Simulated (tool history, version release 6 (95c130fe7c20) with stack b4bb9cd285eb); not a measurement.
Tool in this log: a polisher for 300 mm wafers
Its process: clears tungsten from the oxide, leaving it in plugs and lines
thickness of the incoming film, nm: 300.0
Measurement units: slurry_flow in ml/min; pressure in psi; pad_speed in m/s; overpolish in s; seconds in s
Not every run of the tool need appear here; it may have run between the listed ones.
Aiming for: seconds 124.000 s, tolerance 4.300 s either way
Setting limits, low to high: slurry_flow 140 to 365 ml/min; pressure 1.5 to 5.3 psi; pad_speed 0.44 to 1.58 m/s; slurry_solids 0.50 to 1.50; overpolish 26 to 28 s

run,day,slurry_flow,pressure,pad_speed,slurry_solids,overpolish,seconds
1,0.000,235,3.4,1.00,1.00,26,85.878
2,0.329,235,2.6,1.00,1.00,26,110.320
3,0.642,235,2.6,1.00,1.10,26,108.250
4,0.925,235,2.5,1.00,1.10,26,113.280
5,1.229,235,2.5,1.00,1.10,26,112.850
6,1.388,235,1.9,1.00,1.10,26,147.410
7,1.696,235,2.0,1.00,1.10,26,139.610
8,1.888,240,2.4,1.00,1.10,26,117.400
9,2.033,235,2.4,1.00,1.10,26,117.870
# day 2.271: head pressure recalibrated
10,2.271,235,2.3,1.00,1.10,26,110.050

Of the 4 settings listed for the next run, only one would bring every result within its allowed miss of target. Which one?
A,2.508,300,2.2,0.90,1.15,28,?
B,2.508,235,2.5,0.72,1.20,26,?
C,2.508,265,1.9,1.14,0.65,26,?
D,2.508,235,2.1,0.96,0.90,26,?

move,seconds
A,124.370
B,135.050
C,137.030
D,134.460
A: each result inside its tolerance
B: takes the result that was furthest off past its target
C: takes the result that was furthest off past its target
D: takes the result that was furthest off past its target
Go with A: it meets all targets.
